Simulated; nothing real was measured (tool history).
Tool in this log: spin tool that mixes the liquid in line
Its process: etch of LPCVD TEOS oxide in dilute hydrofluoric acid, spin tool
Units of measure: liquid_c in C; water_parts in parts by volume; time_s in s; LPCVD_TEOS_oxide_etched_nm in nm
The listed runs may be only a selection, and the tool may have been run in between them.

run,hour,liquid_c,water_parts,time_s,LPCVD_TEOS_oxide_etched_nm
1,0.0,21.0,200,315,47.268
2,2.5,21.0,230,315,39.271
3,3.3,21.0,275,315,31.982
4,8.1,22.0,255,315,36.476
5,14.9,23.0,235,315,41.903
6,23.3,23.0,290,315,32.229
7,31.0,23.5,265,315,36.668
8,31.8,24.0,245,315,41.627
9,33.5,24.5,225,315,46.000

Estimate the outcome of run 10 from the log above:
10,39.0,25.0,210,315,?

{"run 10": {"LPCVD_TEOS_oxide_etched_nm": 50.949}}
